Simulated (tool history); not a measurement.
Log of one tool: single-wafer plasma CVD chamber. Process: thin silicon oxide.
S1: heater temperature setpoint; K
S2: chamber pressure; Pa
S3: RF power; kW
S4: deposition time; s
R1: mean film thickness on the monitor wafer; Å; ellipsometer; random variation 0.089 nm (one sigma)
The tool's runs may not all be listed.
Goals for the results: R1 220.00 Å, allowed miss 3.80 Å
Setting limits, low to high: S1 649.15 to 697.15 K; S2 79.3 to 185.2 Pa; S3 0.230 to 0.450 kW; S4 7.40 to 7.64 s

| run | hour | S1 | S2 | S3 | S4 | R1 |
|---|---|---|---|---|---|---|
| 1 | 0.0 | 673.15 | 132.3 | 0.340 | 7.40 | 186.73 |
| 2 | 8.0 | 673.15 | 116.1 | 0.340 | 7.40 | 164.89 |
| 3 | 10.9 | 673.15 | 124.8 | 0.340 | 7.40 | 176.44 |
| 4 | 19.6 | 677.15 | 124.8 | 0.340 | 7.40 | 176.25 |
| 5 | 27.4 | 677.15 | 124.8 | 0.370 | 7.40 | 182.32 |
| 6 | 35.9 | 677.15 | 112.9 | 0.370 | 7.40 | 167.71 |
| 7 | 39.4 | 677.15 | 126.0 | 0.370 | 7.40 | 185.35 |
| 8 | 42.5 | 677.15 | 133.9 | 0.370 | 7.40 | 194.66 |
| 9 | 50.8 | 677.15 | 139.7 | 0.370 | 7.40 | 201.97 |
| 10 | 51.6 | 677.15 | 139.7 | 0.370 | 7.40 | 200.11 |
| 11 | 59.8 | 677.15 | 144.8 | 0.370 | 7.40 | 205.07 |
| 12 | 67.0 | 677.15 | 148.8 | 0.370 | 7.40 | 210.18 |
| 13 | 70.1 | 677.15 | 151.5 | 0.370 | 7.40 | 210.90 |
| 14 | 76.8 | 677.15 | 154.1 | 0.370 | 7.40 | 212.97 |

Below are 4 possible settings for the next run. Only one of them brings all results inside the allowed miss of their targets. Which is it?
| A | 83.5 | 687.15 | 159.9 | 0.345 | 7.64 | ? |
| B | 83.5 | 678.15 | 140.8 | 0.385 | 7.64 | ? |
| C | 83.5 | 674.15 | 146.9 | 0.355 | 7.59 | ? |
| D | 83.5 | 676.15 | 156.3 | 0.340 | 7.40 | ? |

| move | R1 |
|---|---|
| A | 217.77 |
| B | 210.32 |
| C | 209.09 |
| D | 208.62 |
A: all results land within tolerance of their targets
B: misses by more than the last run did
C: misses by more than the last run did
D: misses by more than the last run did
Correct choice: A, which meets every target
